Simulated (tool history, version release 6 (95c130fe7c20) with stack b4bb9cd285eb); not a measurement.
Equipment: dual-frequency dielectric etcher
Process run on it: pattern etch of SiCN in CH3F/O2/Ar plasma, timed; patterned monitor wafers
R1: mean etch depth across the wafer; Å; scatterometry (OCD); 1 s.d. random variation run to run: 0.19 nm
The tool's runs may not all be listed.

Run 1, hour 0.0: source power (W) 330, bias power (W) 104, etch time (s) 80.5. Result: R1 329.12 Å.
Run 2, hour 3.7: source power (W) 330, bias power (W) 117, etch time (s) 80.5. Result: R1 347.08 Å.
Run 3, hour 7.2: source power (W) 320, bias power (W) 113, etch time (s) 80.5. Result: R1 338.48 Å.
Run 4, hour 8.8: source power (W) 310, bias power (W) 109, etch time (s) 80.5. Result: R1 327.28 Å.
Run 5, hour 14.1: source power (W) 260, bias power (W) 109, etch time (s) 80.5. Result: R1 304.60 Å.
Run 6, hour 19.4: source power (W) 260, bias power (W) 109, etch time (s) 80.5. Result: R1 299.55 Å.

For run 7, what comes out?
Run 7, hour 21.7: source power (W) 250, bias power (W) 109, etch time (s) 80.5. Result: R1 ?.

{"run 7": {"R1": 297.02}}

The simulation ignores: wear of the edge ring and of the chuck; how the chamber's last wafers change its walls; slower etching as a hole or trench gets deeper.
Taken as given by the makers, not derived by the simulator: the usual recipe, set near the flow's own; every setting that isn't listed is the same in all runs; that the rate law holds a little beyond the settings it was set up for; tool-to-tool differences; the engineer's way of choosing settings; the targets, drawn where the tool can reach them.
